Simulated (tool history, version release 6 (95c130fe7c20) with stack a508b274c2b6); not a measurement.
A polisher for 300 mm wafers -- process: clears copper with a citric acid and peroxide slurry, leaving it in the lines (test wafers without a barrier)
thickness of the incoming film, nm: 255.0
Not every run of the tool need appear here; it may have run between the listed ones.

run  hour  flow of slurry (ml/min)  pressure of the wafer on the pad (kPa)  speed of the pad under the wafer (m/s)  abrasive content of the slurry  overpolish time after the end point (s)  time until the end point was called (s)  dishing of a wide line in a test structure (nm)
  1   0.0                      130                                    19.3                                    1.22                            1.00                                       15                                   88.774                                           30.152
  2   1.3                      130                                    19.3                                    1.22                            1.00                                       11                                   87.833                                           23.073
  3   3.9                      130                                    19.3                                    1.22                            1.20                                       11                                   85.000                                           23.267
  4   5.7                      135                                    20.7                                    1.22                            1.20                                       12                                   78.352                                           27.419
  5  14.6                      135                                    20.7                                    1.22                            1.05                                       12                                   82.957                                           26.198
  6  16.8                      115                                    20.7                                    1.22                            1.05                                       12                                   84.725                                           26.592
  7  17.4                      125                                    22.1                                    1.22                            1.05                                       12                                   77.350                                           28.146
  8  22.9                      130                                    23.4                                    1.22                            1.05                                       12                                   74.065                                           28.987
  9  26.1                      135                                    24.8                                    1.22                            1.05                                       13                                   69.770                                           33.474
 10  29.7                      140                                    25.5                                    1.22                            1.05                                       13                                   67.531                                           34.133
 11  32.5                      140                                    26.2                                    1.22                            1.05                                       13                                   66.819                                           33.652
 12  38.4                      140                                    26.9                                    1.22                            1.05                                       13                                   64.689                                           36.104
 13  44.6                      140                                    27.6                                    1.22                            1.05                                       13                                   63.491                                           37.441

Estimate the outcome of run 14 from the log above:
 14  49.3                      170                                    28.3                                    1.22                            1.05                                       13                                        ?                                                ?

{"run 14": {"time until the end point was called (s)": 60.689, "dishing of a wide line in a test structure (nm)": 37.243}}
